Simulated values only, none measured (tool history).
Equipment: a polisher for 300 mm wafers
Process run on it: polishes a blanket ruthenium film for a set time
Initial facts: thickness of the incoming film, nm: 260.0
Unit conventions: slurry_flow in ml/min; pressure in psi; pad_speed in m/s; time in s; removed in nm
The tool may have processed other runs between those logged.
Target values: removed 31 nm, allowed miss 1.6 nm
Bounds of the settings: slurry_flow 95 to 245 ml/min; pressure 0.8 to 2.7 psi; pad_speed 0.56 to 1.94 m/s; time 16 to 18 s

run 1 hour=0 | slurry_flow=155 pressure=1.7 pad_speed=1.24 time=18 | removed=18.563
run 2 hour=6.1 | slurry_flow=155 pressure=2 pad_speed=1.26 time=18 | removed=21.168
run 3 hour=8.1 | slurry_flow=155 pressure=2.2 pad_speed=1.3 time=18 | removed=23.613
run 4 hour=8.7 | slurry_flow=125 pressure=2.2 pad_speed=1.3 time=18 | removed=22.644
run 5 hour=12 | slurry_flow=125 pressure=2.5 pad_speed=1.3 time=18 | removed=24.831
run 6 hour=13 | slurry_flow=135 pressure=2.6 pad_speed=1.34 time=18 | removed=27.414
run 7 hour=18.7 | slurry_flow=140 pressure=2.6 pad_speed=1.36 time=18 | removed=28.178
run 8 hour=26.9 | slurry_flow=145 pressure=2.6 pad_speed=1.38 time=18 | removed=28.651

4 next moves are on the table. One of them brings every result within its allowed miss. Which?
run A hour=35.1 | slurry_flow=150 pressure=2.4 pad_speed=1.54 time=16 | removed=?
run B hour=35.1 | slurry_flow=135 pressure=2.7 pad_speed=1.64 time=18 | removed=?
run C hour=35.1 | slurry_flow=120 pressure=2.7 pad_speed=1.4 time=16 | removed=?
run D hour=35.1 | slurry_flow=185 pressure=2.4 pad_speed=1.52 time=18 | removed=?

move=A removed=26.58
move=B removed=34.317
move=C removed=25.674
move=D removed=30.611
A: moves away from the targets compared with the last run
B: moves the result that the last run missed by most past its target, out the other side
C: moves away from the targets compared with the last run
D: each result inside its tolerance
D is the move that brings every result within its allowed miss.
